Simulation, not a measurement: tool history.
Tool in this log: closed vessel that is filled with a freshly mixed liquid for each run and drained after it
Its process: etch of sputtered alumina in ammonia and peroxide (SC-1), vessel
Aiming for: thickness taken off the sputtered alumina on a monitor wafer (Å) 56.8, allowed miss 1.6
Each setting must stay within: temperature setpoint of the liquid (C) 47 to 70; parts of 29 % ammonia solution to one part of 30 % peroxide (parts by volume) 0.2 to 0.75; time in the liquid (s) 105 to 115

run  hour  temperature setpoint of the liquid (C)  parts of 29 % ammonia solution to one part of 30 % peroxide (parts by volume)  time in the liquid (s)  thickness taken off the sputtered alumina on a monitor wafer (Å)
  1     0                                      63                                                                           0.45                     105                                                            119.56
  2   8.5                                      59                                                                           0.45                     105                                                            96.326
  3  11.9                                      59                                                                           0.35                     105                                                            94.831
  4  16.9                                    56.5                                                                           0.35                     105                                                            83.219
  5  19.1                                    56.5                                                                           0.35                     105                                                            83.594
  6  27.9                                    56.5                                                                           0.25                     105                                                            80.679
  7    31                                    54.5                                                                           0.25                     105                                                            72.618
  8  38.2                                      53                                                                           0.25                     105                                                            66.691
  9  41.4                                      52                                                                           0.25                     105                                                            63.322
 10  47.1                                      52                                                                           0.25                     105                                                            63.012
 11  53.7                                    51.5                                                                           0.25                     105                                                            61.339

4 candidate next runs follow, results not yet known. Just one meets every target within its allowed miss. Identify it.
  A  60.3                                    49.5                                                                           0.25                     115                                                                 ?
  B  60.3                                      50                                                                            0.2                     115                                                                 ?
  C  60.3                                      51                                                                           0.25                     105                                                                 ?
  D  60.3                                    49.5                                                                            0.3                     105                                                                 ?

move  thickness taken off the sputtered alumina on a monitor wafer (Å)
   A                                                            60.728
   B                                                             61.11
   C                                                            60.209
   D                                                            56.418
A: nearer than the last run, and not there yet
B: nearer than the last run, and not there yet
C: nearer than the last run, and not there yet
D: in spec on every target
D is the move that brings every result within its allowed miss.
